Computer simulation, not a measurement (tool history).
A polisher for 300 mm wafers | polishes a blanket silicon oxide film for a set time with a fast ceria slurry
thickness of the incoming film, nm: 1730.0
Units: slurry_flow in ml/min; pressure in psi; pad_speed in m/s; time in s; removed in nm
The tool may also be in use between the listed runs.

run,day,slurry_flow,pressure,pad_speed,time,removed
1,0,135,2.1,1.22,29,478.01
2,0.021,135,2.4,1.22,29,558.96
3,0.138,135,2.4,1.22,26,510.84
4,0.358,135,2.3,1.22,26,484.58
5,0.433,125,2.3,1.22,26,474.37
6,0.504,125,2.8,1.22,26,573.46

The next listed run, before its measurement:
7,0.775,115,2.6,1.2,26,?

removed: 518.4 nm
